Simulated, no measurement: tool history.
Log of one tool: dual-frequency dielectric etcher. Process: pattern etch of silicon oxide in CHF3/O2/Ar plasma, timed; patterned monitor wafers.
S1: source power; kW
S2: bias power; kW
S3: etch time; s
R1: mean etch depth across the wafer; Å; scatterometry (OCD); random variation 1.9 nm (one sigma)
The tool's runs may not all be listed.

run,hour,S1,S2,S3,R1
1,0.0,0.570,0.146,327.0,5916.7
2,7.2,0.530,0.138,325.0,5614.2
3,16.4,0.530,0.138,327.0,5628.0
4,18.2,0.500,0.133,326.0,5402.5
5,21.3,0.500,0.133,327.0,5453.8
6,23.9,0.500,0.133,327.0,5404.1
7,30.5,0.470,0.131,326.5,5236.5
8,37.9,0.450,0.130,326.5,5121.0

Run 9 comes next. What will it give?
9,46.9,0.430,0.129,326.5,?

Run 9 gave R1 4953.2 Å.

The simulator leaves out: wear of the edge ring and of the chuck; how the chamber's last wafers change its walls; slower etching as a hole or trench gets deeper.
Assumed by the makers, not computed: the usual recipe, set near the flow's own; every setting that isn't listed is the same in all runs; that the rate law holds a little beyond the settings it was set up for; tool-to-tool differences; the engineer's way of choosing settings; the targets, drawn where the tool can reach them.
